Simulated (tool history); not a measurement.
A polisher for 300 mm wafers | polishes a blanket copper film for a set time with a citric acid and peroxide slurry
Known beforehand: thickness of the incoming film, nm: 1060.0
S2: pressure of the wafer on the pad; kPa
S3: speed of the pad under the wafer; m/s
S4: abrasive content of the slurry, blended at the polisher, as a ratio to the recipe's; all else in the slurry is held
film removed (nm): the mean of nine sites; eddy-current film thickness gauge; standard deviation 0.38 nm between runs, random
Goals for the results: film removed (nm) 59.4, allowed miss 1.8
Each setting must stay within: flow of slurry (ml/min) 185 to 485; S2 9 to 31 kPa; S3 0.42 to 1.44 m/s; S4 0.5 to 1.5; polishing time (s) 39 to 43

{"run": 1, "hour": 0.0, "flow of slurry (ml/min)": 310, "S2": 20, "S3": 0.92, "S4": 1, "polishing time (s)": 43, "film removed (nm)": 98.465}
{"run": 2, "hour": 0.5, "flow of slurry (ml/min)": 310, "S2": 20, "S3": 0.92, "S4": 0.8, "polishing time (s)": 43, "film removed (nm)": 92.285}
{"run": 3, "hour": 5.0, "flow of slurry (ml/min)": 380, "S2": 20, "S3": 0.92, "S4": 0.8, "polishing time (s)": 43, "film removed (nm)": 94.303}
{"run": 4, "hour": 11.9, "flow of slurry (ml/min)": 415, "S2": 20, "S3": 0.92, "S4": 0.8, "polishing time (s)": 43, "film removed (nm)": 94.492}
{"run": 5, "hour": 16.7, "flow of slurry (ml/min)": 475, "S2": 20, "S3": 0.92, "S4": 0.8, "polishing time (s)": 43, "film removed (nm)": 95.175}
{"run": 6, "hour": 23.8, "flow of slurry (ml/min)": 435, "S2": 20, "S3": 0.92, "S4": 0.8, "polishing time (s)": 43, "film removed (nm)": 94.708}
{"run": 7, "hour": 32.6, "flow of slurry (ml/min)": 435, "S2": 18.6, "S3": 0.92, "S4": 0.8, "polishing time (s)": 43, "film removed (nm)": 90.39}
{"run": 8, "hour": 39.5, "flow of slurry (ml/min)": 430, "S2": 13.1, "S3": 0.9, "S4": 0.8, "polishing time (s)": 43, "film removed (nm)": 73.577}
{"run": 9, "hour": 46.8, "flow of slurry (ml/min)": 430, "S2": 12.4, "S3": 0.88, "S4": 0.8, "polishing time (s)": 43, "film removed (nm)": 70.003}

Exercise: of the 5 proposed moves below, exactly one satisfies all targets within the stated allowed misses. Which move is it?
{"run": "A", "hour": 54.1, "flow of slurry (ml/min)": 485, "S2": 14.5, "S3": 0.66, "S4": 0.55, "polishing time (s)": 42, "film removed (nm)": "?"}
{"run": "B", "hour": 54.1, "flow of slurry (ml/min)": 450, "S2": 16.5, "S3": 0.9, "S4": 0.75, "polishing time (s)": 43, "film removed (nm)": "?"}
{"run": "C", "hour": 54.1, "flow of slurry (ml/min)": 480, "S2": 10.3, "S3": 0.8, "S4": 0.8, "polishing time (s)": 42, "film removed (nm)": "?"}
{"run": "D", "hour": 54.1, "flow of slurry (ml/min)": 470, "S2": 13.1, "S3": 0.64, "S4": 1, "polishing time (s)": 39, "film removed (nm)": "?"}
{"run": "E", "hour": 54.1, "flow of slurry (ml/min)": 485, "S2": 19.3, "S3": 0.82, "S4": 0.6, "polishing time (s)": 43, "film removed (nm)": "?"}

move=A film_removed_(nm)=54.606
move=B film_removed_(nm)=82.594
move=C film_removed_(nm)=59.427
move=D film_removed_(nm)=55.206
move=E film_removed_(nm)=79.318
A: moves the result that the last run missed by most past its target, out the other side
B: misses by more than the last run did
C: all results in spec
D: moves the result that the last run missed by most past its target, out the other side
E: misses by more than the last run did
C meets every target.
